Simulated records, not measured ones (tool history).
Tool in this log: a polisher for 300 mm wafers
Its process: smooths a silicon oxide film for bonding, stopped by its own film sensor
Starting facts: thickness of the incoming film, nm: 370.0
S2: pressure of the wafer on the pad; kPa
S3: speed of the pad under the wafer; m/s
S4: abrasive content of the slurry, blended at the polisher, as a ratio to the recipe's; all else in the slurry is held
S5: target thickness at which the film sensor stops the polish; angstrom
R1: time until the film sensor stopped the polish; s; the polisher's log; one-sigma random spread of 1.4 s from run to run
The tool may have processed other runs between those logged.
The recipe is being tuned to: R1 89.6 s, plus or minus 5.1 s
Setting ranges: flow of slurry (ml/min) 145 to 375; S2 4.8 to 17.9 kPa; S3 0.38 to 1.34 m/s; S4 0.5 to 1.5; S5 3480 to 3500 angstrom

Run 1, hour 0: flow of slurry (ml/min) 240, S2 11 kPa, S3 0.86 m/s, S4 1, S5 3480 angstrom. Result: R1 41.224 s.
Run 2, hour 2.4: flow of slurry (ml/min) 240, S2 11 kPa, S3 0.72 m/s, S4 1, S5 3480 angstrom. Result: R1 46.09 s.
Run 3, hour 9.1: flow of slurry (ml/min) 240, S2 10.3 kPa, S3 0.7 m/s, S4 1, S5 3480 angstrom. Result: R1 50.384 s.
Run 4, hour 10.5: flow of slurry (ml/min) 240, S2 10.3 kPa, S3 0.7 m/s, S4 1, S5 3500 angstrom. Result: R1 47.067 s.
Run 5, hour 15.3: flow of slurry (ml/min) 240, S2 9.7 kPa, S3 0.68 m/s, S4 1, S5 3500 angstrom. Result: R1 50.317 s.
At hour 19.2: worn pad replaced by a new one.
Run 6, hour 19.2: flow of slurry (ml/min) 240, S2 9.7 kPa, S3 0.68 m/s, S4 1.2, S5 3500 angstrom. Result: R1 42.693 s.
Run 7, hour 20.3: flow of slurry (ml/min) 240, S2 9 kPa, S3 0.64 m/s, S4 1.2, S5 3500 angstrom. Result: R1 48.534 s.
Run 8, hour 28.1: flow of slurry (ml/min) 240, S2 8.3 kPa, S3 0.62 m/s, S4 1.2, S5 3500 angstrom. Result: R1 52.535 s.

4 next moves are on the table. One of them brings every result within its allowed miss. Which?
Run A, hour 35.9: flow of slurry (ml/min) 175, S2 5.5 kPa, S3 0.64 m/s, S4 0.85, S5 3480 angstrom. Result: R1 ?.
Run B, hour 35.9: flow of slurry (ml/min) 245, S2 7.6 kPa, S3 0.38 m/s, S4 1.2, S5 3490 angstrom. Result: R1 ?.
Run C, hour 35.9: flow of slurry (ml/min) 265, S2 5.5 kPa, S3 0.48 m/s, S4 1.15, S5 3480 angstrom. Result: R1 ?.
Run D, hour 35.9: flow of slurry (ml/min) 240, S2 6.2 kPa, S3 0.52 m/s, S4 0.85, S5 3480 angstrom. Result: R1 ?.

move      R1
   A  103.18
   B  91.838
   C  108.72
   D   104.3
A: the result that was furthest off in the last run now lies on the other side of its target
B: every result within its allowed miss
C: the result that was furthest off in the last run now lies on the other side of its target
D: the result that was furthest off in the last run now lies on the other side of its target
Go with B: it meets all targets.

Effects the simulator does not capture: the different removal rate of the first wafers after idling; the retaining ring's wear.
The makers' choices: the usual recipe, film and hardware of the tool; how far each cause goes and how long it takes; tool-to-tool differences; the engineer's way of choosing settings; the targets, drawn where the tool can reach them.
